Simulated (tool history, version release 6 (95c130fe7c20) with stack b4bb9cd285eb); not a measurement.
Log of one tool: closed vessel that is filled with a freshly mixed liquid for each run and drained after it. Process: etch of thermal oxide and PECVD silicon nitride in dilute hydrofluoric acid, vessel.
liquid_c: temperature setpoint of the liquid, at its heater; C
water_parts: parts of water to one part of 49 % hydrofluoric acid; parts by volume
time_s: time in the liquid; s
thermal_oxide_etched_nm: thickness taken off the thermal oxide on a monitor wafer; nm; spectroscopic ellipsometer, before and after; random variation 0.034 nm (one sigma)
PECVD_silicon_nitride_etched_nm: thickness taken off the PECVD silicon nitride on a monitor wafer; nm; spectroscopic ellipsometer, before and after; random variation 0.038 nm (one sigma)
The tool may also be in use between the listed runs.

| run | hour | liquid_c | water_parts | time_s | thermal_oxide_etched_nm | PECVD_silicon_nitride_etched_nm |
|---|---|---|---|---|---|---|
| 1 | 0.0 | 25.0 | 160 | 240 | 7.3785 | 5.7427 |
| 2 | 5.3 | 25.5 | 155 | 240 | 7.8404 | 6.1475 |
| 3 | 13.6 | 23.0 | 155 | 240 | 7.0487 | 5.2215 |
| 4 | 15.3 | 23.0 | 155 | 340 | 10.0530 | 7.3767 |
| 5 | 22.6 | 24.5 | 155 | 340 | 10.6120 | 8.1583 |
| 6 | 30.1 | 24.5 | 155 | 275 | 8.5837 | 6.5719 |
| 7 | 37.2 | 25.0 | 155 | 275 | 8.8010 | 6.8057 |

Forecast run 8:
| 8 | 45.9 | 25.5 | 155 | 275 | ? | ? |

{"run 8": {"thermal_oxide_etched_nm": 8.9407, "PECVD_silicon_nitride_etched_nm": 7.0749}}

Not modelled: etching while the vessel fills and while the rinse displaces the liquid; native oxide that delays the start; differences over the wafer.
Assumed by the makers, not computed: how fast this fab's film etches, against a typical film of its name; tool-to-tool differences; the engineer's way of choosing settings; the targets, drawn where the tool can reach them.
